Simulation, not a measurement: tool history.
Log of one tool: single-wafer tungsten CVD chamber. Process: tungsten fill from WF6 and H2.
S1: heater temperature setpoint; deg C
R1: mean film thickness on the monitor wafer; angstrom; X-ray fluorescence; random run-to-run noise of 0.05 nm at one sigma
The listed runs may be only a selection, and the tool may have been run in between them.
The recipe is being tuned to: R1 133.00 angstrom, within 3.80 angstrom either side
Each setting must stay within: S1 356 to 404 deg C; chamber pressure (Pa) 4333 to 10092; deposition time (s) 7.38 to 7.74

Run 1, hour 0.0: S1 380 deg C, chamber pressure (Pa) 7213, deposition time (s) 7.74. Result: R1 208.81 angstrom.
Run 2, hour 1.2: S1 380 deg C, chamber pressure (Pa) 7213, deposition time (s) 7.38. Result: R1 198.13 angstrom.
Run 3, hour 6.6: S1 378 deg C, chamber pressure (Pa) 7186, deposition time (s) 7.38. Result: R1 191.80 angstrom.
Run 4, hour 15.1: S1 376 deg C, chamber pressure (Pa) 7159, deposition time (s) 7.38. Result: R1 184.21 angstrom.
Run 5, hour 22.1: S1 374 deg C, chamber pressure (Pa) 7133, deposition time (s) 7.38. Result: R1 178.07 angstrom.
Run 6, hour 28.7: S1 374 deg C, chamber pressure (Pa) 7133, deposition time (s) 7.74. Result: R1 186.74 angstrom.
Run 7, hour 32.5: S1 362 deg C, chamber pressure (Pa) 6906, deposition time (s) 7.72. Result: R1 145.86 angstrom.
Run 8, hour 40.9: S1 361 deg C, chamber pressure (Pa) 6893, deposition time (s) 7.72. Result: R1 143.13 angstrom.
At hour 48.0: thermocouple changed; heater temperature recalibrated.
Run 9, hour 48.0: S1 359 deg C, chamber pressure (Pa) 6866, deposition time (s) 7.72. Result: R1 123.05 angstrom.
Run 10, hour 54.4: S1 361 deg C, chamber pressure (Pa) 6879, deposition time (s) 7.72. Result: R1 127.82 angstrom.

Which single option among these 5 for the next run brings every result within its allowed miss of target? Just one does.
Run A, hour 60.8: S1 365 deg C, chamber pressure (Pa) 6586, deposition time (s) 7.63. Result: R1 ?.
Run B, hour 60.8: S1 359 deg C, chamber pressure (Pa) 6613, deposition time (s) 7.70. Result: R1 ?.
Run C, hour 60.8: S1 357 deg C, chamber pressure (Pa) 7919, deposition time (s) 7.54. Result: R1 ?.
Run D, hour 60.8: S1 358 deg C, chamber pressure (Pa) 7186, deposition time (s) 7.54. Result: R1 ?.
Run E, hour 60.8: S1 358 deg C, chamber pressure (Pa) 7133, deposition time (s) 7.74. Result: R1 ?.

move      R1
   A  132.12
   B  119.24
   C  126.78
   D  121.32
   E  123.94
A: each result inside its tolerance
B: misses by more than the last run did
C: misses by more than the last run did
D: misses by more than the last run did
E: misses by more than the last run did
A meets every target.
